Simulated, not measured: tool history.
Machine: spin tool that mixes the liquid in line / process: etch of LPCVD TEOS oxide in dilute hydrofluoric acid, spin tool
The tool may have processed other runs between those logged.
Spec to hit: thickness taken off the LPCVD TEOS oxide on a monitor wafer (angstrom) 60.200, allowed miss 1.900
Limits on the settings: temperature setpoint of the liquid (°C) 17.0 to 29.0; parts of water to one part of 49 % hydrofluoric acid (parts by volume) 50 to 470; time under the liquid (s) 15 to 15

run	day	temperature setpoint of the liquid (°C)	parts of water to one part of 49 % hydrofluoric acid (parts by volume)	time under the liquid (s)	thickness taken off the LPCVD TEOS oxide on a monitor wafer (angstrom)
1	0.000	21.0	260	15	19.832
2	0.042	22.5	220	15	25.603
3	0.321	22.5	220	15	25.577
4	0.558	24.0	190	15	32.245
5	0.642	25.0	170	15	38.761
6	0.733	25.0	170	15	38.216
7	1.104	26.0	160	15	43.173
8	1.221	26.5	155	15	45.932
9	1.408	27.0	150	15	48.287
10	1.521	27.5	145	15	51.032
11	1.579	28.0	140	15	53.952
12	1.917	28.5	135	15	57.876

Pick the move, out of 4, that brings all results within their allowed miss; only one does.
A	2.254	25.5	135	15	?
B	2.254	27.5	135	15	?
C	2.254	27.0	125	15	?
D	2.254	28.5	140	15	?

move	thickness taken off the LPCVD TEOS oxide on a monitor wafer (angstrom)
A	51.653
B	55.698
C	59.787
D	55.382
A: further off than the last run
B: further off than the last run
C: every result lands within tolerance
D: further off than the last run
Go with C: it meets all targets.

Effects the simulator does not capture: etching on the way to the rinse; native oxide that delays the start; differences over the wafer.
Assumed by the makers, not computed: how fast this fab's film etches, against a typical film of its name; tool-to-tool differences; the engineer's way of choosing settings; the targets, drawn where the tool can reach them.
